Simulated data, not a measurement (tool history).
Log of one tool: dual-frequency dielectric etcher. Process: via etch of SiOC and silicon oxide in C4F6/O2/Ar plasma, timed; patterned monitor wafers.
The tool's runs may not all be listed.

| run | day | source power (kW) | bias power (kW) | etch time (s) | mean etch depth across the wafer (angstrom) |
|---|---|---|---|---|---|
| 1 | 0.000 | 0.290 | 0.199 | 52.5 | 516.85 |
| 2 | 0.367 | 0.330 | 0.199 | 52.5 | 553.56 |
| 3 | 0.738 | 0.300 | 0.193 | 52.5 | 517.95 |
| 4 | 0.838 | 0.280 | 0.190 | 52.5 | 503.08 |
| 5 | 0.912 | 0.260 | 0.185 | 52.5 | 487.95 |
| 6 | 1.004 | 0.240 | 0.179 | 52.0 | 463.18 |

The next listed run, before its measurement:
| 7 | 1.025 | 0.230 | 0.177 | 52.0 | ? |

Run 7 gave mean etch depth across the wafer (angstrom) 450.78.
